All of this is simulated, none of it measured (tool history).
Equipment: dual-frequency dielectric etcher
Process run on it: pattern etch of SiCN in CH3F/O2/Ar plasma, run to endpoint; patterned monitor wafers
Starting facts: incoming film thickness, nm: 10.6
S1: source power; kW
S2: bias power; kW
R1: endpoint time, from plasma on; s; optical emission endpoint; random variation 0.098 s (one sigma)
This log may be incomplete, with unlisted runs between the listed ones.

run,hour,S1,S2,R1
1,0.0,0.280,0.085,29.920
2,2.7,0.300,0.086,28.950
3,8.5,0.300,0.093,28.349
4,15.1,0.310,0.093,28.003
5,18.7,0.310,0.085,28.968
6,21.8,0.270,0.085,30.019
7,27.1,0.300,0.086,28.911

Forecast run 8:
8,35.4,0.310,0.087,?

R1: 28.803 s
